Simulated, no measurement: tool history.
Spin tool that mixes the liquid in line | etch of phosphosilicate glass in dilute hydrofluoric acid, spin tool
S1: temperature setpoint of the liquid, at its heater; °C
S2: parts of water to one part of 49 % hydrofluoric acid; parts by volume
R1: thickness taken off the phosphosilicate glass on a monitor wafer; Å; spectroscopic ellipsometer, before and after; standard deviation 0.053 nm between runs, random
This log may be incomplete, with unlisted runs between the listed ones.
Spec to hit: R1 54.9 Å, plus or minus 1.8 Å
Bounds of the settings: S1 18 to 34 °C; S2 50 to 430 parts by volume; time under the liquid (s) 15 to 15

run 1 day=0 | S1=26 S2=240 time_under_the_liquid_(s)=15 | R1=112.12
run 2 day=0.246 | S1=23.5 S2=240 time_under_the_liquid_(s)=15 | R1=101.42
run 3 day=0.5 | S1=22.5 S2=240 time_under_the_liquid_(s)=15 | R1=98.162
run 4 day=0.646 | S1=22.5 S2=155 time_under_the_liquid_(s)=15 | R1=167.01
run 5 day=0.938 | S1=22.5 S2=155 time_under_the_liquid_(s)=15 | R1=164.7
run 6 day=1.283 | S1=22 S2=185 time_under_the_liquid_(s)=15 | R1=134.59
run 7 day=1.421 | S1=18 S2=280 time_under_the_liquid_(s)=15 | R1=69.035
run 8 day=1.45 | S1=18 S2=285 time_under_the_liquid_(s)=15 | R1=66.276
run 9 day=1.767 | S1=18 S2=290 time_under_the_liquid_(s)=15 | R1=66.156
run 10 day=1.929 | S1=18 S2=295 time_under_the_liquid_(s)=15 | R1=64.198
run 11 day=2.062 | S1=18 S2=300 time_under_the_liquid_(s)=15 | R1=61.347
run 12 day=2.275 | S1=18 S2=305 time_under_the_liquid_(s)=15 | R1=60.699
run 13 day=2.388 | S1=18 S2=310 time_under_the_liquid_(s)=15 | R1=59.966
run 14 day=2.562 | S1=18 S2=315 time_under_the_liquid_(s)=15 | R1=59.129
run 15 day=2.612 | S1=18 S2=320 time_under_the_liquid_(s)=15 | R1=57.657

Which of these 5 next moves meets every target?
run A day=2.662 | S1=18.5 S2=350 time_under_the_liquid_(s)=15 | R1=?
run B day=2.662 | S1=18.5 S2=310 time_under_the_liquid_(s)=15 | R1=?
run C day=2.662 | S1=19 S2=325 time_under_the_liquid_(s)=15 | R1=?
run D day=2.662 | S1=18.5 S2=320 time_under_the_liquid_(s)=15 | R1=?
run E day=2.662 | S1=18 S2=330 time_under_the_liquid_(s)=15 | R1=?

move=A R1=52.45
move=B R1=61.249
move=C R1=58.746
move=D R1=58.831
move=E R1=55.538
A: takes the biggest miss from the last run beyond its target
B: the biggest miss grows against the last run
C: the biggest miss grows against the last run
D: the biggest miss grows against the last run
E: all results in spec
Answer: E
